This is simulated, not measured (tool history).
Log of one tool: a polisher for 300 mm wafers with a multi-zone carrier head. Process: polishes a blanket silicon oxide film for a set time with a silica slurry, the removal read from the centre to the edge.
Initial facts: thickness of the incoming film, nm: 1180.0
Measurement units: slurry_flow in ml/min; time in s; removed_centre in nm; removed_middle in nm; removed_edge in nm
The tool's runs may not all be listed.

Run 1, hour 0: slurry_flow 185 ml/min, centre_zone 1, middle_zone 1, edge_zone 1, slurry_solids 1, time 47 s. Result: removed_centre 222.49 nm, removed_middle 223.46 nm, removed_edge 223.81 nm.
Run 2, hour 5.5: slurry_flow 210 ml/min, centre_zone 1, middle_zone 1, edge_zone 1, slurry_solids 1, time 47 s. Result: removed_centre 227.28 nm, removed_middle 226.69 nm, removed_edge 225.8 nm.
Run 3, hour 7.3: slurry_flow 210 ml/min, centre_zone 1, middle_zone 1, edge_zone 1.08, slurry_solids 1, time 47 s. Result: removed_centre 227.3 nm, removed_middle 225.35 nm, removed_edge 233.05 nm.
Run 4, hour 15.8: slurry_flow 205 ml/min, centre_zone 0.98, middle_zone 1.03, edge_zone 1.1, slurry_solids 1.1, time 50 s. Result: removed_centre 253.12 nm, removed_middle 259.21 nm, removed_edge 264.43 nm.
Run 5, hour 19.5: slurry_flow 205 ml/min, centre_zone 0.95, middle_zone 1.05, edge_zone 1.12, slurry_solids 1.2, time 51 s. Result: removed_centre 261.41 nm, removed_middle 279.84 nm, removed_edge 288.09 nm.
Run 6, hour 24.2: slurry_flow 165 ml/min, centre_zone 0.95, middle_zone 1.05, edge_zone 1.12, slurry_solids 1.2, time 51 s. Result: removed_centre 251.86 nm, removed_middle 275.25 nm, removed_edge 286.51 nm.

Run 7 is up next; what results do you expect?
Run 7, hour 25.4: slurry_flow 150 ml/min, centre_zone 0.94, middle_zone 1.15, edge_zone 1.19, slurry_solids 1.45, time 57 s. Result: removed_centre ?, removed_middle ?, removed_edge ?.

Run 7 yielded removed_centre 293.15 nm, removed_middle 357.3 nm, removed_edge 346.08 nm.
